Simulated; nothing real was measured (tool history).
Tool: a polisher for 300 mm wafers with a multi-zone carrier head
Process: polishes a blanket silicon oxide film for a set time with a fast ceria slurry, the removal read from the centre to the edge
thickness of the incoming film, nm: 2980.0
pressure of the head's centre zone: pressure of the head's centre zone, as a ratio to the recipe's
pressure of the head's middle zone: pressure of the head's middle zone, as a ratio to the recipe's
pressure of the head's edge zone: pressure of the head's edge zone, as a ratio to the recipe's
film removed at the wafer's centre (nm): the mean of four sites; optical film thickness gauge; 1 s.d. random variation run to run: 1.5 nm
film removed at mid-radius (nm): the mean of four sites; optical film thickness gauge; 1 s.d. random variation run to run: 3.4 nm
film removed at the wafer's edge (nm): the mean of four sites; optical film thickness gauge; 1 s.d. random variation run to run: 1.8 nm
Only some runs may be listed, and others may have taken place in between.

| run | hour | flow of slurry (ml/min) | pressure of the head's centre zone | pressure of the head's middle zone | pressure of the head's edge zone | polishing time (s) | film removed at the wafer's centre (nm) | film removed at mid-radius (nm) | film removed at the wafer's edge (nm) |
|---|---|---|---|---|---|---|---|---|---|
| 1 | 0.0 | 205 | 1.00 | 1.00 | 1.00 | 36 | 473.18 | 474.02 | 473.00 |
| 2 | 2.1 | 185 | 0.96 | 0.94 | 0.97 | 30 | 376.64 | 395.95 | 388.72 |
| 3 | 7.8 | 165 | 0.96 | 0.89 | 1.01 | 25 | 305.97 | 302.39 | 326.07 |
| 4 | 8.7 | 155 | 0.95 | 0.87 | 1.01 | 23 | 276.40 | 275.80 | 297.29 |
| 5 | 11.6 | 145 | 0.94 | 0.85 | 1.02 | 22 | 259.34 | 250.16 | 284.91 |
| 6 | 12.5 | 140 | 0.93 | 0.84 | 1.01 | 22 | 256.14 | 252.27 | 280.56 |

What does the tool deliver on the next run?
| 7 | 14.9 | 135 | 0.93 | 0.83 | 1.01 | 22 | ? | ? | ? |

{"run 7": {"film removed at the wafer's centre (nm)": 252.15, "film removed at mid-radius (nm)": 250.77, "film removed at the wafer's edge (nm)": 281.6}}
